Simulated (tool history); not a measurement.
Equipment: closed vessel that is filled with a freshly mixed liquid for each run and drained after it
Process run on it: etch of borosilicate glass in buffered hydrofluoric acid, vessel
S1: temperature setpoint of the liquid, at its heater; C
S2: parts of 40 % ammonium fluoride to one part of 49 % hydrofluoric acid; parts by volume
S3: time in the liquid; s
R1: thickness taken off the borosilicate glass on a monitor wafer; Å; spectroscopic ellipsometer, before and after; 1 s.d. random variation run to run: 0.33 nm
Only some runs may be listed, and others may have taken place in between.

run	day	S1	S2	S3	R1
1	0.000	24.0	10.0	90	1120.30
2	0.362	21.0	10.0	90	940.79
3	0.729	23.5	10.0	90	1082.20
4	0.946	21.5	10.0	90	964.82
5	1.275	21.0	10.5	90	907.34
6	1.508	21.0	10.5	100	997.86

For run 7, what comes out?
7	1.583	17.0	13.5	100	?

Run 7 measured R1 622.56 Å.
